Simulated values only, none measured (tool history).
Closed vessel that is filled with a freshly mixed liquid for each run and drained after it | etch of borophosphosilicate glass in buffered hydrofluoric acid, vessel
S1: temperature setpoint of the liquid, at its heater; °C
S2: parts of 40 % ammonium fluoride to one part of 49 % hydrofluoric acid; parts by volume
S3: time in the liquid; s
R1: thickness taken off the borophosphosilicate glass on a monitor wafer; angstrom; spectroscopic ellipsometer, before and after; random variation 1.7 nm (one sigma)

run,hour,S1,S2,S3,R1
1,0.0,24.0,16.0,100,1231.00
2,8.4,21.5,16.0,100,1070.00
3,15.3,21.5,19.5,100,879.26
4,22.7,22.5,18.5,100,979.93
5,31.2,23.5,17.5,100,1092.10
6,38.8,24.5,16.5,100,1214.50
7,43.6,28.5,11.5,100,2159.00
8,49.4,29.0,11.5,100,2222.90

Run 9 comes next. What will it give?
9,51.2,29.5,11.5,100,?

{"run 9": {"R1": 2253.2}}
